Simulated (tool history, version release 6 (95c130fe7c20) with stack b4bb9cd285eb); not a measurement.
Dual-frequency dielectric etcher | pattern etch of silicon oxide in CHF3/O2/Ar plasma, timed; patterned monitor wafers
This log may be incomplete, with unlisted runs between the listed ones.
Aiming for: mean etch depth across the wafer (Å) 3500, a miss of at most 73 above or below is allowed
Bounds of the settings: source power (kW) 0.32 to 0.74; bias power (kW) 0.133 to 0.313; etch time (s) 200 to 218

run	hour	source power (kW)	bias power (kW)	etch time (s)	mean etch depth across the wafer (Å)
1	0	0.53	0.223	218	4381.7
2	2.2	0.53	0.256	218	4643.2
3	10.1	0.49	0.256	218	4411.3
4	14.7	0.49	0.256	200	4087.4
5	16.3	0.46	0.254	200	3976.7
6	18.7	0.46	0.216	200	3718.5
7	27.1	0.45	0.215	200	3714.7
8	31.7	0.44	0.214	200	3648.6

Pick the move, out of 5, that brings all results within their allowed miss; only one does.
A	36.3	0.45	0.216	210.5	?
B	36.3	0.44	0.169	200	?
C	36.3	0.46	0.209	210	?
D	36.3	0.39	0.209	200	?
E	36.3	0.34	0.235	212	?

move	mean etch depth across the wafer (Å)
A	3884.3
B	3345
C	3859.4
D	3457.1
E	3641.9
A: the biggest miss grows against the last run
B: pushes the last run's worst result past its target
C: the biggest miss grows against the last run
D: all results land within tolerance of their targets
E: as far off as the last run
Correct choice: D, which meets every target

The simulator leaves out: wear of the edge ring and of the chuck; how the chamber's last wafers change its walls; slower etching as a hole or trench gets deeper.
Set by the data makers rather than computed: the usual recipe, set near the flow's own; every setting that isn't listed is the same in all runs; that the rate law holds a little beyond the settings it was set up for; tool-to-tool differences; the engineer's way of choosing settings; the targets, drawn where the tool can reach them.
